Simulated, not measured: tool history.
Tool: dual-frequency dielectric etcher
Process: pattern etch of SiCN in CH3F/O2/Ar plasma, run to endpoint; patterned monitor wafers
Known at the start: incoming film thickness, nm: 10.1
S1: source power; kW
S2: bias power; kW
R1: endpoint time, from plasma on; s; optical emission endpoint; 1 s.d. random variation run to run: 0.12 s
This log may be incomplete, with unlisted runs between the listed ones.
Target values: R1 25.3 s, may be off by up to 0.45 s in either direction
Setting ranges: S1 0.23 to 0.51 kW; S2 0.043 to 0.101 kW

Run 1, day 0: S1 0.37 kW, S2 0.072 kW. Result: R1 28.399 s.
Run 2, day 0.342: S1 0.37 kW, S2 0.078 kW. Result: R1 28.055 s.
Run 3, day 0.371: S1 0.4 kW, S2 0.078 kW. Result: R1 27.199 s.
Run 4, day 0.483: S1 0.42 kW, S2 0.079 kW. Result: R1 26.774 s.
Run 5, day 0.583: S1 0.37 kW, S2 0.079 kW. Result: R1 28.091 s.
At day 0.679: source power generator calibrated.
Run 6, day 0.679: S1 0.37 kW, S2 0.086 kW. Result: R1 26.973 s.
Run 7, day 0.825: S1 0.39 kW, S2 0.087 kW. Result: R1 26.229 s.
Run 8, day 1.096: S1 0.4 kW, S2 0.087 kW. Result: R1 26.067 s.
Run 9, day 1.296: S1 0.41 kW, S2 0.087 kW. Result: R1 25.881 s.

Exercise: of the 4 proposed moves below, exactly one satisfies all targets within the stated allowed misses. Which move is it?
Run A, day 1.496: S1 0.34 kW, S2 0.088 kW. Result: R1 ?.
Run B, day 1.496: S1 0.45 kW, S2 0.068 kW. Result: R1 ?.
Run C, day 1.496: S1 0.37 kW, S2 0.085 kW. Result: R1 ?.
Run D, day 1.496: S1 0.46 kW, S2 0.08 kW. Result: R1 ?.

move      R1
   A  27.455
   B  26.295
   C  26.867
   D  25.203
A: the biggest miss grows against the last run
B: the biggest miss grows against the last run
C: the biggest miss grows against the last run
D: every result within its allowed miss
Answer: D
